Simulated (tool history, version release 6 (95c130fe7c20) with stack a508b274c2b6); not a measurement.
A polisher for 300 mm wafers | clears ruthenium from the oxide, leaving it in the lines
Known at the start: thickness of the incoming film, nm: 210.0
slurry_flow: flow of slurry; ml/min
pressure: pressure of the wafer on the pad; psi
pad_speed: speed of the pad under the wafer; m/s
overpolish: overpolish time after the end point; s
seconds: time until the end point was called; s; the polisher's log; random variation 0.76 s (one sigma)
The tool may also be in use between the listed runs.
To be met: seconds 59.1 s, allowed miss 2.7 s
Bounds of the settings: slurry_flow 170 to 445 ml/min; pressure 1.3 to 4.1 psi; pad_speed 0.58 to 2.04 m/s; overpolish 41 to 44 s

run  hour  slurry_flow  pressure  pad_speed  overpolish  seconds
  1     0          285       2.7        1.3          41   93.271
  2   3.5          285       2.7          1          41   118.04
  3   7.9          285       3.1       1.08          41   97.943
  4  12.2          220       3.1       1.08          41   100.16
  5  12.9          220       3.4       1.16          41   84.867
  6  17.9          220       3.6       1.22          41   75.215
  7  18.7          220       3.8       1.24          41   70.702
  8  20.8          220       3.9       1.28          41   67.433

Which of these 5 next moves meets every target?
  A  22.9          255       4.1       1.12          43        ?
  B  22.9          205       3.1        1.3          41        ?
  C  22.9          205       3.8       1.18          41        ?
  D  22.9          205       4.1        1.4          41        ?
  E  22.9          170       3.4       1.18          44        ?

move  seconds
   A   72.911
   B    84.05
   C   76.063
   D   59.922
   E   86.208
A: further off than the last run
B: further off than the last run
C: further off than the last run
D: meets every target
E: further off than the last run
Answer: D

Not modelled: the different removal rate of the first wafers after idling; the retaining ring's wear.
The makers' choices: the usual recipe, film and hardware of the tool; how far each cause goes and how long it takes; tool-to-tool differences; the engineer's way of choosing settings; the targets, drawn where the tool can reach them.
